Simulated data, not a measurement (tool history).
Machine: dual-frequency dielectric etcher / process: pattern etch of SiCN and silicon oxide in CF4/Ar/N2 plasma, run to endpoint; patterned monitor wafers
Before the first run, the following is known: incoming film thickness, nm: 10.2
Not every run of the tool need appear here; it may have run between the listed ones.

| run | day | source power (kW) | bias power (kW) | Ar flow (sccm) | CF4 flow (sccm) | endpoint time (s) |
|---|---|---|---|---|---|---|
| 1 | 0.000 | 0.450 | 0.083 | 98 | 65 | 11.973 |
| 2 | 0.292 | 0.470 | 0.084 | 98 | 65 | 11.556 |
| 3 | 0.375 | 0.470 | 0.084 | 98 | 77 | 11.160 |
| 4 | 0.517 | 0.470 | 0.084 | 98 | 88 | 11.170 |
| 5 | 0.792 | 0.490 | 0.084 | 98 | 88 | 10.614 |
| 6 | 1.129 | 0.490 | 0.084 | 90 | 88 | 10.463 |

Predict the results of run 7:
| 7 | 1.312 | 0.500 | 0.084 | 90 | 88 | ? |

endpoint time (s): 10.193
